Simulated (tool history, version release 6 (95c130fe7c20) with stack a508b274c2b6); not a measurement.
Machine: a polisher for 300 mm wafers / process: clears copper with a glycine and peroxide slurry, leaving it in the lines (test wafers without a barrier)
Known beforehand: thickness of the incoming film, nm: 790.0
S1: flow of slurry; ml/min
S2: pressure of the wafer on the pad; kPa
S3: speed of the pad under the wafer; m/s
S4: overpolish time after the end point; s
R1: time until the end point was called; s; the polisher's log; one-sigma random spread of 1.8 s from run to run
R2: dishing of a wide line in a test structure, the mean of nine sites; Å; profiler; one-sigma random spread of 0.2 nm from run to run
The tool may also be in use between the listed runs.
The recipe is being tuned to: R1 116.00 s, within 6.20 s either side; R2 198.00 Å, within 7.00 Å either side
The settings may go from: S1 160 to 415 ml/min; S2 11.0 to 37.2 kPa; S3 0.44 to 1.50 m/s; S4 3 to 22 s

| run | hour | S1 | S2 | S3 | S4 | R1 | R2 |
|---|---|---|---|---|---|---|---|
| 1 | 0.0 | 265 | 24.1 | 0.96 | 11 | 111.17 | 505.27 |
| 2 | 6.6 | 265 | 18.6 | 0.96 | 11 | 128.63 | 443.83 |
| 3 | 9.0 | 265 | 18.6 | 0.96 | 6 | 129.09 | 262.00 |
| 4 | 16.0 | 235 | 18.6 | 0.96 | 6 | 130.56 | 257.15 |
| 5 | 20.4 | 225 | 18.6 | 0.98 | 6 | 127.57 | 259.40 |
| 6 | 27.7 | 225 | 18.6 | 0.82 | 6 | 151.35 | 229.29 |
| 7 | 33.8 | 215 | 18.6 | 0.84 | 6 | 147.88 | 233.51 |
| 8 | 39.5 | 210 | 18.6 | 0.86 | 6 | 145.01 | 237.91 |
| 9 | 45.0 | 205 | 18.6 | 0.88 | 6 | 143.70 | 240.00 |
| 10 | 47.3 | 265 | 16.5 | 1.10 | 3 | 118.10 | 144.47 |
| 11 | 49.5 | 260 | 17.2 | 1.08 | 3 | 122.20 | 147.56 |
| 12 | 55.1 | 255 | 17.9 | 1.06 | 3 | 125.22 | 144.96 |
| 13 | 63.4 | 250 | 19.3 | 1.04 | 3 | 118.68 | 148.54 |
|  | 67.0 | slurry nozzle cleaned |
| 14 | 67.0 | 245 | 19.3 | 1.04 | 3 | 113.44 | 154.95 |
| 15 | 75.6 | 245 | 19.3 | 1.02 | 3 | 119.27 | 152.17 |
| 16 | 77.8 | 240 | 20.0 | 1.00 | 3 | 117.98 | 149.90 |
| 17 | 85.0 | 235 | 20.0 | 1.04 | 7 | 114.73 | 334.22 |

Next run, 5 choices. One meets every target within its allowed miss, the rest don't. Which?
| A | 92.2 | 255 | 21.4 | 0.88 | 4 | ? | ? |
| B | 92.2 | 270 | 23.4 | 0.90 | 13 | ? | ? |
| C | 92.2 | 275 | 20.0 | 1.00 | 4 | ? | ? |
| D | 92.2 | 280 | 16.5 | 1.18 | 3 | ? | ? |
| E | 92.2 | 220 | 20.7 | 0.98 | 5 | ? | ? |

| move | R1 | R2 |
|---|---|---|
| A | 125.66 | 182.89 |
| B | 116.19 | 540.64 |
| C | 116.65 | 195.52 |
| D | 112.67 | 154.06 |
| E | 118.73 | 235.99 |
A: the result that was furthest off in the last run now lies on the other side of its target
B: further off than the last run
C: each result inside its tolerance
D: the result that was furthest off in the last run now lies on the other side of its target
E: an improvement on the last run, though not all results are within tolerance
Correct choice: C, which meets every target
